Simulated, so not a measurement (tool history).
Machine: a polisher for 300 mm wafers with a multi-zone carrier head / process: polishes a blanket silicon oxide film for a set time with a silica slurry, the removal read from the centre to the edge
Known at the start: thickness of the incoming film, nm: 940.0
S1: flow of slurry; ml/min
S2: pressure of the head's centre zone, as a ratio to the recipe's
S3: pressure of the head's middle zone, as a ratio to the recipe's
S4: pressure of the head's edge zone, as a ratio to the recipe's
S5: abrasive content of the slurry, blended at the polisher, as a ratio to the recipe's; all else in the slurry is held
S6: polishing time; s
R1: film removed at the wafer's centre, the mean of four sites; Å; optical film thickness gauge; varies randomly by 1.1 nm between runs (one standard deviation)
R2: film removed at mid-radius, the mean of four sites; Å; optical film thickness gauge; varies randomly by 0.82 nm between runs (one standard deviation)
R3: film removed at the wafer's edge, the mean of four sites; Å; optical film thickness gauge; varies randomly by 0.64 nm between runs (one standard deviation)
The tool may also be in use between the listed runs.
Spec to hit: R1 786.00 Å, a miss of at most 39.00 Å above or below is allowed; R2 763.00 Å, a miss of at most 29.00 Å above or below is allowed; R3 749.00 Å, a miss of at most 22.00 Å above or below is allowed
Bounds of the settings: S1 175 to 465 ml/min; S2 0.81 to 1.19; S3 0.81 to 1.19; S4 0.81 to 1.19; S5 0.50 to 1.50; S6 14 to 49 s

Run 1, hour 0.0: S1 295 ml/min, S2 1.00, S3 1.00, S4 1.00, S5 1.00, S6 31 s. Result: R1 1098.50 Å, R2 1035.80 Å, R3 1074.30 Å.
Run 2, hour 6.5: S1 295 ml/min, S2 1.00, S3 1.00, S4 1.00, S5 1.00, S6 28 s. Result: R1 961.68 Å, R2 952.65 Å, R3 950.09 Å.
Run 3, hour 7.9: S1 295 ml/min, S2 0.99, S3 0.98, S4 0.96, S5 0.90, S6 28 s. Result: R1 926.69 Å, R2 893.99 Å, R3 901.94 Å.
Run 4, hour 12.3: S1 295 ml/min, S2 0.99, S3 0.98, S4 0.96, S5 0.80, S6 28 s. Result: R1 862.66 Å, R2 855.99 Å, R3 861.27 Å.
Run 5, hour 14.1: S1 295 ml/min, S2 1.07, S3 0.98, S4 0.96, S5 0.80, S6 28 s. Result: R1 877.92 Å, R2 838.35 Å, R3 843.50 Å.
Run 6, hour 20.8: S1 290 ml/min, S2 1.07, S3 0.98, S4 0.94, S5 0.75, S6 28 s. Result: R1 886.14 Å, R2 811.61 Å, R3 818.01 Å.
Run 7, hour 25.0: S1 285 ml/min, S2 0.97, S3 0.99, S4 0.87, S5 0.60, S6 28 s. Result: R1 716.34 Å, R2 722.30 Å, R3 697.80 Å.
Run 8, hour 32.5: S1 300 ml/min, S2 0.99, S3 0.99, S4 0.89, S5 0.60, S6 28 s. Result: R1 712.15 Å, R2 711.73 Å, R3 710.84 Å.
Run 9, hour 33.4: S1 300 ml/min, S2 1.07, S3 1.04, S4 0.89, S5 0.70, S6 28 s. Result: R1 856.20 Å, R2 802.02 Å, R3 775.55 Å.
Run 10, hour 35.3: S1 300 ml/min, S2 1.05, S3 1.03, S4 0.89, S5 0.70, S6 28 s. Result: R1 837.66 Å, R2 826.24 Å, R3 777.00 Å.
Run 11, hour 36.2: S1 270 ml/min, S2 1.03, S3 0.95, S4 0.90, S5 0.60, S6 28 s. Result: R1 751.28 Å, R2 685.60 Å, R3 702.91 Å.
Run 12, hour 38.2: S1 290 ml/min, S2 1.04, S3 0.97, S4 0.90, S5 0.60, S6 28 s. Result: R1 748.68 Å, R2 704.83 Å, R3 706.95 Å.

Which one of the following 4 next-run settings gets every result inside its allowed miss? There is exactly one.
Run A, hour 40.2: S1 240 ml/min, S2 1.18, S3 0.85, S4 0.92, S5 0.60, S6 29 s. Result: R1 ?, R2 ?, R3 ?.
Run B, hour 40.2: S1 325 ml/min, S2 1.02, S3 1.00, S4 0.92, S5 0.65, S6 28 s. Result: R1 ?, R2 ?, R3 ?.
Run C, hour 40.2: S1 280 ml/min, S2 1.05, S3 0.91, S4 0.85, S5 0.60, S6 28 s. Result: R1 ?, R2 ?, R3 ?.
Run D, hour 40.2: S1 265 ml/min, S2 0.99, S3 1.02, S4 1.01, S5 0.75, S6 23 s. Result: R1 ?, R2 ?, R3 ?.

move      R1      R2      R3
   A  846.95  666.54  730.39
   B  792.03  773.53  757.69
   C  760.14  684.76  689.98
   D  670.61  680.97  691.88
A: misses by more than the last run did
B: meets every target
C: misses by more than the last run did
D: misses by more than the last run did
Move B is the one to make.
